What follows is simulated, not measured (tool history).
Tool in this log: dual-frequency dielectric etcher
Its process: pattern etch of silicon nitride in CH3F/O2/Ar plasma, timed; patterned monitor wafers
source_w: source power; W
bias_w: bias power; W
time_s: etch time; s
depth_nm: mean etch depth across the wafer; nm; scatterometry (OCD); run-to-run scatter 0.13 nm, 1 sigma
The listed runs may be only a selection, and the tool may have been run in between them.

run  hour  source_w  bias_w  time_s  depth_nm
  1   0.0       520      63    46.0    34.330
  2   5.0       520      63    46.0    34.574
  3  11.5       520      72    46.0    36.695
  4  15.2       480      72    46.0    36.088
  5  20.1       470      71    46.0    35.775
  6  24.0       530      71    46.0    36.870
  7  28.6       510      70    46.0    36.104
  8  32.9       410      67    46.0    33.448
  9  41.4       400      67    46.0    33.786

Forecast run 10:
 10  50.4       390      66    46.0         ?

{"run 10": {"depth_nm": 33.287}}

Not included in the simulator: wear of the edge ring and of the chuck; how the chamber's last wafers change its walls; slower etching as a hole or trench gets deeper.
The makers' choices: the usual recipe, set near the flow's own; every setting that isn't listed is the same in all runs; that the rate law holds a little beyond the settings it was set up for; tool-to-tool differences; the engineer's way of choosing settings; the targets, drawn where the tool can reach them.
